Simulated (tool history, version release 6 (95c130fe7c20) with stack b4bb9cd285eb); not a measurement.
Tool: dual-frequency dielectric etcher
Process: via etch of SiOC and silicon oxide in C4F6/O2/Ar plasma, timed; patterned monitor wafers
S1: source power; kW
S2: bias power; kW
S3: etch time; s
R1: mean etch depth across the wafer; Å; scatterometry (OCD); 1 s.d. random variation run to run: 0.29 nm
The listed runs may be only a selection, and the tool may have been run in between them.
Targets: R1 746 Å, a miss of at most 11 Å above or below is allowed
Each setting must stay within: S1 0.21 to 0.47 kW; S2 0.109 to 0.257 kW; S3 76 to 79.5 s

Run 1, hour 0: S1 0.34 kW, S2 0.183 kW, S3 76 s. Result: R1 877.38 Å.
Run 2, hour 7.5: S1 0.3 kW, S2 0.178 kW, S3 76 s. Result: R1 817.12 Å.
Run 3, hour 16.2: S1 0.35 kW, S2 0.178 kW, S3 76 s. Result: R1 870.16 Å.
Run 4, hour 18.6: S1 0.31 kW, S2 0.176 kW, S3 76 s. Result: R1 823.31 Å.
Run 5, hour 23: S1 0.31 kW, S2 0.176 kW, S3 76 s. Result: R1 821.65 Å.
At hour 31.2: bias power generator calibrated.
Run 6, hour 31.2: S1 0.29 kW, S2 0.175 kW, S3 76 s. Result: R1 789.37 Å.
Run 7, hour 39.3: S1 0.28 kW, S2 0.175 kW, S3 76 s. Result: R1 782.29 Å.
Run 8, hour 43.2: S1 0.27 kW, S2 0.175 kW, S3 76 s. Result: R1 763.5 Å.

Consider the 5 candidate settings below. Which is the only one whose results all fall within their allowed miss of target?
Run A, hour 47.1: S1 0.24 kW, S2 0.192 kW, S3 76.5 s. Result: R1 ?.
Run B, hour 47.1: S1 0.27 kW, S2 0.181 kW, S3 77.5 s. Result: R1 ?.
Run C, hour 47.1: S1 0.26 kW, S2 0.18 kW, S3 78 s. Result: R1 ?.
Run D, hour 47.1: S1 0.25 kW, S2 0.193 kW, S3 77 s. Result: R1 ?.
Run E, hour 47.1: S1 0.31 kW, S2 0.15 kW, S3 76 s. Result: R1 ?.

move      R1
   A  767.74
   B  791.55
   C  781.95
   D  788.12
   E   741.9
A: moves away from the targets compared with the last run
B: moves away from the targets compared with the last run
C: moves away from the targets compared with the last run
D: moves away from the targets compared with the last run
E: all results land within tolerance of their targets
The right move is E.
